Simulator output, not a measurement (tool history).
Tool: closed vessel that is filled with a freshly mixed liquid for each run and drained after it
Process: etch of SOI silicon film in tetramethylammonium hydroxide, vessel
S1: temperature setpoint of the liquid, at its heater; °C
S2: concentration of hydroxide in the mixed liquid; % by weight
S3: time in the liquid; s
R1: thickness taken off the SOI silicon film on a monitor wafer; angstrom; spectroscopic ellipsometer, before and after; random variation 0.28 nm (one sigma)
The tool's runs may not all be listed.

Run 1, hour 0.0: S1 60.0 °C, S2 8.5 % by weight, S3 30 s. Result: R1 1284.20 angstrom.
Run 2, hour 7.4: S1 60.0 °C, S2 9.0 % by weight, S3 30 s. Result: R1 1260.60 angstrom.
Run 3, hour 8.5: S1 60.0 °C, S2 9.0 % by weight, S3 30 s. Result: R1 1250.80 angstrom.
Run 4, hour 11.1: S1 58.5 °C, S2 9.0 % by weight, S3 30 s. Result: R1 1134.80 angstrom.
At hour 18.8: hydroxide flow meter replaced.
Run 5, hour 18.8: S1 58.5 °C, S2 9.0 % by weight, S3 30 s. Result: R1 1123.20 angstrom.
Run 6, hour 25.2: S1 61.0 °C, S2 9.0 % by weight, S3 30 s. Result: R1 1307.50 angstrom.
Run 7, hour 30.0: S1 61.0 °C, S2 9.0 % by weight, S3 30 s. Result: R1 1310.80 angstrom.
Run 8, hour 35.6: S1 54.5 °C, S2 9.0 % by weight, S3 30 s. Result: R1 868.14 angstrom.

Run 9 comes next. What will it give?
Run 9, hour 36.5: S1 54.0 °C, S2 9.0 % by weight, S3 30 s. Result: R1 ?.

R1: 837.59 angstrom

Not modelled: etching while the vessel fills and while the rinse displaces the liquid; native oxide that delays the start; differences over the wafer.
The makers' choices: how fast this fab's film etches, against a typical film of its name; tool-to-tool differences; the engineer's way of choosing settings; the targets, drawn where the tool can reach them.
